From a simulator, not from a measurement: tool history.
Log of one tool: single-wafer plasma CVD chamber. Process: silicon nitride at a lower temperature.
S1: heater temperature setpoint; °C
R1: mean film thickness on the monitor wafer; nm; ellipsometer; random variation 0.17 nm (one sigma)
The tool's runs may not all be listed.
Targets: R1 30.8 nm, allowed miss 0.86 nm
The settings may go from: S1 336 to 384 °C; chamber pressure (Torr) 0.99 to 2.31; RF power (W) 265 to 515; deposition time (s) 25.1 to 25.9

run 1 hour=0 | S1=360 chamber_pressure_(Torr)=1.65 RF_power_(W)=390 deposition_time_(s)=25.1 | R1=35.246
run 2 hour=2.4 | S1=360 chamber_pressure_(Torr)=1.55 RF_power_(W)=390 deposition_time_(s)=25.1 | R1=34.925
run 3 hour=9.8 | S1=356 chamber_pressure_(Torr)=1.55 RF_power_(W)=390 deposition_time_(s)=25.1 | R1=34.79
run 4 hour=17.6 | S1=356 chamber_pressure_(Torr)=1.55 RF_power_(W)=420 deposition_time_(s)=25.1 | R1=36.375
run 5 hour=19.7 | S1=356 chamber_pressure_(Torr)=1.49 RF_power_(W)=405 deposition_time_(s)=25.1 | R1=35.414
run 6 hour=27.8 | S1=356 chamber_pressure_(Torr)=1.49 RF_power_(W)=405 deposition_time_(s)=25.9 | R1=36.266
run 7 hour=32.9 | S1=356 chamber_pressure_(Torr)=1.44 RF_power_(W)=395 deposition_time_(s)=25.8 | R1=35.373
run 8 hour=40.8 | S1=356 chamber_pressure_(Torr)=1.4 RF_power_(W)=385 deposition_time_(s)=25.7 | R1=34.444
run 9 hour=42.6 | S1=356 chamber_pressure_(Torr)=1.36 RF_power_(W)=380 deposition_time_(s)=25.6 | R1=33.788
run 10 hour=45.7 | S1=356 chamber_pressure_(Torr)=1.32 RF_power_(W)=375 deposition_time_(s)=25.6 | R1=33.607
run 11 hour=47.9 | S1=356 chamber_pressure_(Torr)=1.3 RF_power_(W)=370 deposition_time_(s)=25.5 | R1=32.871
run 12 hour=55.6 | S1=356 chamber_pressure_(Torr)=1.3 RF_power_(W)=370 deposition_time_(s)=25.5 | R1=32.413
run 13 hour=58 | S1=356 chamber_pressure_(Torr)=1.27 RF_power_(W)=370 deposition_time_(s)=25.5 | R1=32.355
run 14 hour=63 | S1=356 chamber_pressure_(Torr)=1.24 RF_power_(W)=370 deposition_time_(s)=25.5 | R1=32.289
run 15 hour=67.2 | S1=356 chamber_pressure_(Torr)=1.21 RF_power_(W)=370 deposition_time_(s)=25.5 | R1=32.108
run 16 hour=69.4 | S1=356 chamber_pressure_(Torr)=1.21 RF_power_(W)=370 deposition_time_(s)=25.5 | R1=32.177

Which of these 4 next moves meets every target?
run A hour=71.6 | S1=350 chamber_pressure_(Torr)=1.15 RF_power_(W)=335 deposition_time_(s)=25.1 | R1=?
run B hour=71.6 | S1=356 chamber_pressure_(Torr)=1.15 RF_power_(W)=340 deposition_time_(s)=25.1 | R1=?
run C hour=71.6 | S1=365 chamber_pressure_(Torr)=1.35 RF_power_(W)=345 deposition_time_(s)=25.1 | R1=?
run D hour=71.6 | S1=348 chamber_pressure_(Torr)=1.08 RF_power_(W)=345 deposition_time_(s)=25.1 | R1=?

move=A R1=28.878
move=B R1=29.107
move=C R1=30.581
move=D R1=28.969
A: takes the result that was furthest off past its target
B: takes the result that was furthest off past its target
C: meets every target
D: takes the result that was furthest off past its target
Move C is the one to make.

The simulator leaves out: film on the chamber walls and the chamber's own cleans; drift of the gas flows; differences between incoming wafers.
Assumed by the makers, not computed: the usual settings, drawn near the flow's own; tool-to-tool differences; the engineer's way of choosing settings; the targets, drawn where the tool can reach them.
